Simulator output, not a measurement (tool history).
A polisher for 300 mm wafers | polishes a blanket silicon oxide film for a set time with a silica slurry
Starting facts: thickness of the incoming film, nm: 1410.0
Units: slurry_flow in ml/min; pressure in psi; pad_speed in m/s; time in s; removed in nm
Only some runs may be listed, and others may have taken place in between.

| run | hour | slurry_flow | pressure | pad_speed | slurry_solids | time | removed |
|---|---|---|---|---|---|---|---|
| 1 | 0.0 | 180 | 3.6 | 1.06 | 1.0 | 97 | 237.78 |
| 2 | 7.9 | 220 | 3.6 | 1.06 | 1.0 | 97 | 237.20 |
| 3 | 15.9 | 220 | 3.6 | 0.80 | 1.0 | 97 | 191.57 |
| 4 | 17.2 | 220 | 4.2 | 0.82 | 1.0 | 97 | 225.27 |
| 5 | 17.9 | 195 | 4.2 | 0.82 | 1.0 | 97 | 230.86 |
| 6 | 19.0 | 195 | 3.7 | 0.82 | 1.0 | 97 | 197.68 |
| 7 | 22.0 | 195 | 4.3 | 0.84 | 1.0 | 97 | 231.37 |
| 8 | 27.7 | 195 | 4.7 | 0.88 | 1.0 | 97 | 266.72 |

Expected results for the next run?
| 9 | 34.3 | 195 | 5.0 | 0.90 | 1.0 | 97 | ? |

removed: 285.89 nm

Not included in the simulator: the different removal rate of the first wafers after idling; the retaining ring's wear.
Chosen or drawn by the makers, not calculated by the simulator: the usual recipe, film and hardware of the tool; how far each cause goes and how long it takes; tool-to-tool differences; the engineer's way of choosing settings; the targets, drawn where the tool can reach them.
